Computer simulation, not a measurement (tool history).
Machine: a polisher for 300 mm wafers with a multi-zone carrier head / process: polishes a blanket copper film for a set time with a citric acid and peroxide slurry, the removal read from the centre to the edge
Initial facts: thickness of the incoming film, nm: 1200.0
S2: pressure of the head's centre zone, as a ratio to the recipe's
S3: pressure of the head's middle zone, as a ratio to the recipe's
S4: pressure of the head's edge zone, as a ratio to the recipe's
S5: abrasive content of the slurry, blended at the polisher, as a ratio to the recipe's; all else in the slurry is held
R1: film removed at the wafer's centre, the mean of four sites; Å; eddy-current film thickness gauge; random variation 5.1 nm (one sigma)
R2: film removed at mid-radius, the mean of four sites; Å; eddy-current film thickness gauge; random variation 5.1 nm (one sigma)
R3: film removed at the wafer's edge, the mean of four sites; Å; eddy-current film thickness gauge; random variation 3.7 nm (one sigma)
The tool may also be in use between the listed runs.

{"run": 1, "hour": 0.0, "flow of slurry (ml/min)": 125, "S2": 1, "S3": 1, "S4": 1, "S5": 1, "polishing time (s)": 86, "R1": 2639.7, "R2": 2735.2, "R3": 2584.3}
{"run": 2, "hour": 8.2, "flow of slurry (ml/min)": 125, "S2": 1, "S3": 1.04, "S4": 1, "S5": 1, "polishing time (s)": 86, "R1": 2585.9, "R2": 2766.6, "R3": 2601.5}
{"run": 3, "hour": 9.4, "flow of slurry (ml/min)": 140, "S2": 1.04, "S3": 1.06, "S4": 1.02, "S5": 1.15, "polishing time (s)": 91, "R1": 3079.7, "R2": 3194.9, "R3": 2864.8}
{"run": 4, "hour": 11.8, "flow of slurry (ml/min)": 145, "S2": 1.05, "S3": 1.05, "S4": 1.05, "S5": 1.25, "polishing time (s)": 96, "R1": 3412.6, "R2": 3412.3, "R3": 3193.3}
{"run": 5, "hour": 20.0, "flow of slurry (ml/min)": 175, "S2": 1.05, "S3": 1.05, "S4": 1.05, "S5": 1.25, "polishing time (s)": 96, "R1": 3508.7, "R2": 3566.8, "R3": 3208.7}
{"run": 6, "hour": 26.2, "flow of slurry (ml/min)": 175, "S2": 1.07, "S3": 1.06, "S4": 1.07, "S5": 1.3, "polishing time (s)": 99, "R1": 3786.3, "R2": 3695.7, "R3": 3402.3}

Run 7 is up next; what results do you expect?
{"run": 7, "hour": 33.1, "flow of slurry (ml/min)": 185, "S2": 1.1, "S3": 1.14, "S4": 1.14, "S5": 1.5, "polishing time (s)": 106, "R1": "?", "R2": "?", "R3": "?"}

R1: 4281.5 Å
R2: 4433 Å
R3: 3948.5 Å
